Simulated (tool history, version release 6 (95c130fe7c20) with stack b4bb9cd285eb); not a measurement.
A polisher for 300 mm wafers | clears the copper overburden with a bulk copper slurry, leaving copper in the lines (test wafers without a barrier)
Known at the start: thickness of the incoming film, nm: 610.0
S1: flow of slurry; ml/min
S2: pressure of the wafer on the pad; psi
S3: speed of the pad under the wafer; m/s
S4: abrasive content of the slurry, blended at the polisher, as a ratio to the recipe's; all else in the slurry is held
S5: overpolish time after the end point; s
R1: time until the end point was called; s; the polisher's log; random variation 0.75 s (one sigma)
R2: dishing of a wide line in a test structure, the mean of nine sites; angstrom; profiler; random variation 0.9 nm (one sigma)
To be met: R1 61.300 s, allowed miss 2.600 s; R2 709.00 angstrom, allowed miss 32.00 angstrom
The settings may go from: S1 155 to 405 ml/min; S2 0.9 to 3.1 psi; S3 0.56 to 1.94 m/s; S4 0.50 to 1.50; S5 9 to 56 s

{"run": 1, "hour": 0.0, "S1": 260, "S2": 2.0, "S3": 1.24, "S4": 1.0, "S5": 29, "R1": 74.584, "R2": 672.89}
{"run": 2, "hour": 1.8, "S1": 260, "S2": 2.1, "S3": 1.24, "S4": 1.0, "S5": 29, "R1": 72.645, "R2": 701.02}
{"run": 3, "hour": 7.4, "S1": 260, "S2": 2.2, "S3": 1.24, "S4": 1.0, "S5": 27, "R1": 68.697, "R2": 699.47}
{"run": 4, "hour": 12.0, "S1": 260, "S2": 2.2, "S3": 1.24, "S4": 1.0, "S5": 16, "R1": 68.103, "R2": 581.88}
{"run": 5, "hour": 16.1, "S1": 260, "S2": 2.7, "S3": 1.24, "S4": 1.0, "S5": 16, "R1": 57.572, "R2": 638.18}
{"run": 6, "hour": 23.9, "S1": 260, "S2": 2.7, "S3": 1.24, "S4": 1.2, "S5": 16, "R1": 54.783, "R2": 650.39}
{"run": 7, "hour": 28.6, "S1": 260, "S2": 2.7, "S3": 1.24, "S4": 1.2, "S5": 18, "R1": 54.962, "R2": 702.09}
{"run": 8, "hour": 36.1, "S1": 260, "S2": 2.7, "S3": 1.24, "S4": 1.2, "S5": 19, "R1": 55.05, "R2": 677.65}

Which of these 4 next moves meets every target?
{"run": "A", "hour": 43.6, "S1": 300, "S2": 2.8, "S3": 1.04, "S4": 1.25, "S5": 23, "R1": "?", "R2": "?"}
{"run": "B", "hour": 43.6, "S1": 275, "S2": 2.6, "S3": 1.28, "S4": 1.25, "S5": 14, "R1": "?", "R2": "?"}
{"run": "C", "hour": 43.6, "S1": 265, "S2": 2.6, "S3": 1.06, "S4": 1.1, "S5": 18, "R1": "?", "R2": "?"}
{"run": "D", "hour": 43.6, "S1": 210, "S2": 2.7, "S3": 1.06, "S4": 1.05, "S5": 17, "R1": "?", "R2": "?"}

move=A R1=62.084 R2=706.18
move=B R1=54.578 R2=623.35
move=C R1=68.211 R2=630.22
move=D R1=68.375 R2=617.62
A: meets every target
B: further off than the last run
C: takes the result that was furthest off past its target
D: takes the result that was furthest off past its target
The right move is A.

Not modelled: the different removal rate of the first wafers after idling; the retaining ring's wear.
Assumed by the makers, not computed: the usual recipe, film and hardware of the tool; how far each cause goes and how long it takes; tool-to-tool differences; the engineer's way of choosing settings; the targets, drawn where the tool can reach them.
